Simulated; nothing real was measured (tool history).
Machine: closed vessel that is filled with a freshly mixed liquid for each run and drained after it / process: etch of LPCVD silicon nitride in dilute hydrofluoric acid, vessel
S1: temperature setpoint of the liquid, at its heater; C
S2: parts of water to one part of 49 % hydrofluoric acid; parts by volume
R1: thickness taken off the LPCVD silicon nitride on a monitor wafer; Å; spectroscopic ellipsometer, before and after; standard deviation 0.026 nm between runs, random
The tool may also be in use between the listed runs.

Run 1, hour 0: S1 26 C, S2 230 parts by volume, time in the liquid (s) 965. Result: R1 24.85 Å.
Run 2, hour 1.2: S1 23 C, S2 230 parts by volume, time in the liquid (s) 965. Result: R1 20.776 Å.
Run 3, hour 4.3: S1 25.5 C, S2 215 parts by volume, time in the liquid (s) 965. Result: R1 25.826 Å.
Run 4, hour 9.9: S1 27.5 C, S2 200 parts by volume, time in the liquid (s) 965. Result: R1 31.63 Å.
Run 5, hour 11.1: S1 27.5 C, S2 200 parts by volume, time in the liquid (s) 760. Result: R1 24.734 Å.
Run 6, hour 12.3: S1 25.5 C, S2 200 parts by volume, time in the liquid (s) 760. Result: R1 21.983 Å.
Run 7, hour 12.8: S1 27.5 C, S2 175 parts by volume, time in the liquid (s) 760. Result: R1 28.223 Å.
Run 8, hour 14.7: S1 29 C, S2 160 parts by volume, time in the liquid (s) 760. Result: R1 34.188 Å.
Run 9, hour 17.6: S1 30 C, S2 150 parts by volume, time in the liquid (s) 760. Result: R1 38.97 Å.

Predict the results of run 10:
Run 10, hour 24.3: S1 31 C, S2 145 parts by volume, time in the liquid (s) 760. Result: R1 ?.

R1: 42.906 Å

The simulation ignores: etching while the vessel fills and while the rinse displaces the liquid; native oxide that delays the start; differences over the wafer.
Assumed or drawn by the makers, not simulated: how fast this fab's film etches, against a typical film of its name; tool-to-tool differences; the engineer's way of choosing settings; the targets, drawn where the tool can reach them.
